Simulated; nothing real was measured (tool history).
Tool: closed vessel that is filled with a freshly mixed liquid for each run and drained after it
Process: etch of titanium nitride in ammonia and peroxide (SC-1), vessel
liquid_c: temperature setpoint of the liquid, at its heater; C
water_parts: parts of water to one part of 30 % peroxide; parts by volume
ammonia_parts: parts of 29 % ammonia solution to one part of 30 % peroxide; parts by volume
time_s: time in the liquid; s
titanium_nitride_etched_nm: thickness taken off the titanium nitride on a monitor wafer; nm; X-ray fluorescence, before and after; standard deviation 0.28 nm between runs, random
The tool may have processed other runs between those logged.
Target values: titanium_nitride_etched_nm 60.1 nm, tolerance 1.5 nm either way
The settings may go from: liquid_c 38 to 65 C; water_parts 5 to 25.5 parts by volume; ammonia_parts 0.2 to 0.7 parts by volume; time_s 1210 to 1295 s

run  hour  liquid_c  water_parts  ammonia_parts  time_s  titanium_nitride_etched_nm
  1     0        49         14.5            0.4    1210                      78.141
  2   4.6        48         14.5            0.4    1210                      73.895
  3  11.6        48         11.5            0.4    1210                      83.115
  4  16.6        48            8            0.4    1210                      100.37
  5  17.9        48           13            0.4    1210                      77.731
  6  24.1        48           13            0.4    1295                      84.035
  7  28.8        47           13            0.4    1295                      77.749
  8  33.8        46           13            0.4    1295                      72.645
  9    38        46           13            0.4    1295                      72.424

Pick the move, out of 5, that brings all results within their allowed miss; only one does.
  A  42.2        47           12            0.3    1295                           ?
  B  42.2        45         13.5            0.4    1220                           ?
  C  42.2      46.5         13.5            0.3    1280                           ?
  D  42.2        50         12.5           0.35    1295                           ?
  E  42.2        42           10            0.5    1210                           ?

move  titanium_nitride_etched_nm
   A                      77.264
   B                      62.432
   C                      69.125
   D                      96.038
   E                      60.836
A: the biggest miss grows against the last run
B: nearer the targets than the last run, but a result is still out of spec
C: nearer the targets than the last run, but a result is still out of spec
D: the biggest miss grows against the last run
E: every result within its allowed miss
Answer: E

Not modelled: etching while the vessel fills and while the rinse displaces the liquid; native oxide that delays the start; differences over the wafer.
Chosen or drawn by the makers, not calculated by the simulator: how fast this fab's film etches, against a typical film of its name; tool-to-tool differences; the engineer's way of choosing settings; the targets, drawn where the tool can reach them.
